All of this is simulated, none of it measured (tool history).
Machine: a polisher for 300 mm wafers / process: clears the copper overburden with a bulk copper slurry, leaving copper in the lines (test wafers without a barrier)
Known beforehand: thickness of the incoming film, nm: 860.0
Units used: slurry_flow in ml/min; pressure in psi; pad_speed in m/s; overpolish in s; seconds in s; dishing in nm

run	day	slurry_flow	pressure	pad_speed	slurry_solids	overpolish	seconds	dishing
1	0	265	2	1.2	1	29	122.31	88.027
2	0.033	265	2.2	1.2	1	29	115.99	97.809
3	0.079	260	1.9	1.04	1	32	153.38	81.723
4	0.379	260	1.6	0.98	1	34	193.77	71.95
5	0.421	260	1.6	1.24	1	34	153.62	87.468
6	0.679	260	1.6	1.24	1.1	34	150.03	84.607
7	0.912	255	1.4	1.14	1.1	34	182.78	73.957
8	1.142	255	1.3	1.08	1.1	34	207.9	67.446
9	1.283	250	0.9	0.88	1.1	34	371.83	42.654

Predict the results of run 10:
10	1.658	250	1	0.88	1.1	34	?	?

seconds: 323.35 s
dishing: 47.842 nm
